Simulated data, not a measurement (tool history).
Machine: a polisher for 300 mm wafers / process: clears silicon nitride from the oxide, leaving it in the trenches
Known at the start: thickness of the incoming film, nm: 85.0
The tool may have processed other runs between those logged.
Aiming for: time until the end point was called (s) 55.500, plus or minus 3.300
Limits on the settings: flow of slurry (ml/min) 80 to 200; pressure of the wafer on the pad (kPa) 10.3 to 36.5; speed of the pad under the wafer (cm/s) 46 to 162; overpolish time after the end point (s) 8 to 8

| run | day | flow of slurry (ml/min) | pressure of the wafer on the pad (kPa) | speed of the pad under the wafer (cm/s) | overpolish time after the end point (s) | time until the end point was called (s) |
|---|---|---|---|---|---|---|
| 1 | 0.000 | 130 | 23.4 | 104 | 8 | 80.731 |
| 2 | 0.333 | 130 | 23.4 | 104 | 8 | 78.904 |
| 3 | 0.517 | 130 | 23.4 | 116 | 8 | 73.649 |
| 4 | 0.625 | 130 | 24.1 | 116 | 8 | 69.899 |
| 5 | 0.938 | 130 | 24.8 | 116 | 8 | 68.174 |
| 6 | 1.062 | 130 | 25.5 | 116 | 8 | 65.674 |
| 7 | 1.129 | 130 | 26.2 | 116 | 8 | 64.352 |
| 8 | 1.400 | 130 | 26.9 | 116 | 8 | 62.420 |
| 9 | 1.592 | 130 | 27.6 | 116 | 8 | 62.362 |
| 10 | 1.762 | 130 | 28.3 | 116 | 8 | 58.346 |

Which one of the following 4 next-run settings gets every result inside its allowed miss? There is exactly one.
| A | 1.933 | 145 | 27.6 | 124 | 8 | ? |
| B | 1.933 | 150 | 24.8 | 120 | 8 | ? |
| C | 1.933 | 100 | 28.3 | 110 | 8 | ? |
| D | 1.933 | 140 | 29.0 | 104 | 8 | ? |

| move | time until the end point was called (s) |
|---|---|
| A | 56.281 |
| B | 63.973 |
| C | 67.409 |
| D | 64.115 |
A: every result within its allowed miss
B: lands further from the targets than the last run did
C: lands further from the targets than the last run did
D: lands further from the targets than the last run did
Correct choice: A, which meets every target
